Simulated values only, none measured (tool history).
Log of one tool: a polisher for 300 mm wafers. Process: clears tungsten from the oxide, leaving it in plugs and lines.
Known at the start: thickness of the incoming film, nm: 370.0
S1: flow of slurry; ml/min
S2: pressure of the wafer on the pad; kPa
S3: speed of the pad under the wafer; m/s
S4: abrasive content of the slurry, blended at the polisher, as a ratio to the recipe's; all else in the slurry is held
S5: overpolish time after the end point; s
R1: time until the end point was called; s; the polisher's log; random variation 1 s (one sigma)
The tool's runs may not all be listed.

run,hour,S1,S2,S3,S4,S5,R1
1,0.0,140,24.8,0.84,1.0,9,107.980
2,8.0,140,28.3,0.84,1.0,9,94.505
3,13.6,140,28.3,0.84,1.0,8,93.940
4,15.8,140,30.3,0.84,1.0,8,88.867
5,23.0,140,32.4,0.84,1.0,8,82.159
6,32.1,140,32.4,0.84,1.0,8,83.538
7,40.6,140,33.8,0.84,1.0,8,80.397

The next listed run, before its measurement:
8,47.4,140,35.2,0.84,1.0,8,?

R1: 76.902 s
